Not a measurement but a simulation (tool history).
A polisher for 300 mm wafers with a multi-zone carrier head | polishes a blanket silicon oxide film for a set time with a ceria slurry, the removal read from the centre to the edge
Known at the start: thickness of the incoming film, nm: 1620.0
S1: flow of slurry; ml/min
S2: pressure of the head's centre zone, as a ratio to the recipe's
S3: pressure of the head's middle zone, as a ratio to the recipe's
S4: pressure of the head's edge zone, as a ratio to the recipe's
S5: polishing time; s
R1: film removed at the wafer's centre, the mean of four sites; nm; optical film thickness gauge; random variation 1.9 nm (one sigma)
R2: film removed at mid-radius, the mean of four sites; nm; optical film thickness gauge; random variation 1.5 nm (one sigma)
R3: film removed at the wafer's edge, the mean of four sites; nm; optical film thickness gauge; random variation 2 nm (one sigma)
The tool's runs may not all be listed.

run	hour	S1	S2	S3	S4	S5	R1	R2	R3
1	0.0	185	1.00	1.00	1.00	87	208.65	202.28	203.42
2	2.3	185	1.00	0.96	1.00	87	208.52	191.29	202.58
3	10.7	180	0.99	0.95	0.98	85	200.63	186.34	193.49
4	16.2	180	0.99	1.01	0.98	85	202.15	197.25	192.76
5	21.9	175	0.98	0.98	0.97	84	198.38	187.04	193.12
6	27.7	175	0.98	0.90	0.97	84	198.33	172.86	192.75
7	34.0	175	0.97	0.90	0.96	82	190.87	168.38	186.17
8	37.3	175	0.97	0.90	0.96	82	193.78	169.55	185.41
9	37.9	170	0.95	0.89	0.95	81	183.10	163.13	177.67

Run 10 comes next. What will it give?
10	41.8	165	0.94	0.88	0.95	81	?	?	?

Run 10 gave R1 181.88 nm, R2 163.02 nm, R3 183.28 nm.
